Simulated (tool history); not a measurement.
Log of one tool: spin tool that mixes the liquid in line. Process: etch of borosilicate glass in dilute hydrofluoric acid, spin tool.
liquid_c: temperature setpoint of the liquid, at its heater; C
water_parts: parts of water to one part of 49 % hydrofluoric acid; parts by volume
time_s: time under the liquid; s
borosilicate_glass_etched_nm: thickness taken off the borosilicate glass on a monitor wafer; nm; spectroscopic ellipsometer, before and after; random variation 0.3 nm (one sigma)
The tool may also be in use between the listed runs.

run,hour,liquid_c,water_parts,time_s,borosilicate_glass_etched_nm
1,0.0,24.0,265,300,36.778
2,5.8,25.5,250,300,41.710
3,8.2,25.5,250,300,41.869
4,16.1,22.0,250,300,36.912
5,17.3,19.0,250,300,33.094
6,19.2,19.0,205,300,42.090
7,22.1,21.0,200,300,46.419
8,30.8,25.0,175,300,63.818
9,37.2,25.5,175,300,64.972
10,43.9,26.0,175,300,66.164

Run 11 comes next. What will it give?
11,52.8,26.5,175,300,?

Run 11 gave borosilicate_glass_etched_nm 67.395 nm.
